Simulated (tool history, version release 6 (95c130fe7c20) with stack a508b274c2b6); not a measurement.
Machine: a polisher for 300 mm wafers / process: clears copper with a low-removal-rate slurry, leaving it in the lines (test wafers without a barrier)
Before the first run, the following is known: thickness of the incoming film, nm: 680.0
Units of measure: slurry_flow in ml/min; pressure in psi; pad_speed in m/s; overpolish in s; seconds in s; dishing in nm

Run 1, hour 0.0: slurry_flow 225 ml/min, pressure 3.4 psi, pad_speed 1.28 m/s, slurry_solids 1.0, overpolish 13 s. Result: seconds 150.64 s, dishing 30.7080 nm.
Run 2, hour 3.8: slurry_flow 225 ml/min, pressure 3.6 psi, pad_speed 1.28 m/s, slurry_solids 1.0, overpolish 11 s. Result: seconds 143.16 s, dishing 28.4190 nm.
Run 3, hour 9.3: slurry_flow 225 ml/min, pressure 3.7 psi, pad_speed 1.28 m/s, slurry_solids 1.0, overpolish 10 s. Result: seconds 138.93 s, dishing 28.3660 nm.
Run 4, hour 16.5: slurry_flow 225 ml/min, pressure 3.7 psi, pad_speed 1.02 m/s, slurry_solids 1.0, overpolish 10 s. Result: seconds 175.70 s, dishing 21.8650 nm.
Run 5, hour 24.5: slurry_flow 225 ml/min, pressure 3.7 psi, pad_speed 0.72 m/s, slurry_solids 1.0, overpolish 10 s. Result: seconds 243.05 s, dishing 17.3350 nm.
Run 6, hour 25.2: slurry_flow 225 ml/min, pressure 3.7 psi, pad_speed 0.72 m/s, slurry_solids 1.0, overpolish 5 s. Result: seconds 243.56 s, dishing 9.2917 nm.
Run 7, hour 27.1: slurry_flow 225 ml/min, pressure 4.2 psi, pad_speed 0.80 m/s, slurry_solids 1.0, overpolish 6 s. Result: seconds 200.76 s, dishing 13.1280 nm.
Run 8, hour 31.8: slurry_flow 225 ml/min, pressure 4.6 psi, pad_speed 0.88 m/s, slurry_solids 1.0, overpolish 7 s. Result: seconds 164.32 s, dishing 17.5910 nm.

Estimate the outcome of run 9 from the log above:
Run 9, hour 34.4: slurry_flow 225 ml/min, pressure 4.8 psi, pad_speed 0.90 m/s, slurry_solids 1.0, overpolish 7 s. Result: seconds ?, dishing ?.

{"run 9": {"seconds": 159.58, "dishing": 18.017}}
